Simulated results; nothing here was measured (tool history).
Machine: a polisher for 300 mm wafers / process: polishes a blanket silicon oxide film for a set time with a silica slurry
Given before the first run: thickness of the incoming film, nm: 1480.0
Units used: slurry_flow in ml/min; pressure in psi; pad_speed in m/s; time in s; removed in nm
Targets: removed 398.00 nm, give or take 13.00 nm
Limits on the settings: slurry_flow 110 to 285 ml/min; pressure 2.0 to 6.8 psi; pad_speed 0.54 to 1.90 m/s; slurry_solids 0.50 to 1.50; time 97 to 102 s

run,hour,slurry_flow,pressure,pad_speed,slurry_solids,time,removed
1,0.0,180,4.4,1.22,1.00,97,302.61
2,6.4,180,3.6,1.22,1.00,97,245.52
3,9.7,150,3.6,1.22,1.00,97,245.26
4,17.1,150,2.9,1.22,1.00,97,198.59
5,20.0,150,3.4,1.22,1.00,97,227.02
6,26.4,155,3.8,1.22,1.00,97,263.53
7,30.4,155,4.0,1.22,1.00,97,267.10
8,33.1,160,4.3,1.22,1.00,97,290.52
9,38.2,160,4.5,1.22,1.00,97,311.47
10,44.5,160,4.7,1.22,1.00,97,320.84

Next run, 5 choices. One meets every target within its allowed miss, the rest don't. Which?
A,50.8,150,3.3,1.24,1.05,101,?
B,50.8,185,4.7,0.92,0.80,97,?
C,50.8,185,6.5,1.22,0.90,102,?
D,50.8,135,6.0,1.14,1.25,102,?
E,50.8,115,5.5,1.40,0.95,102,?

move,removed
A,239.47
B,235.57
C,448.07
D,423.30
E,393.96
A: the biggest miss grows against the last run
B: the biggest miss grows against the last run
C: takes the result that was furthest off past its target
D: takes the result that was furthest off past its target
E: all results land within tolerance of their targets
E is the move that brings every result within its allowed miss.
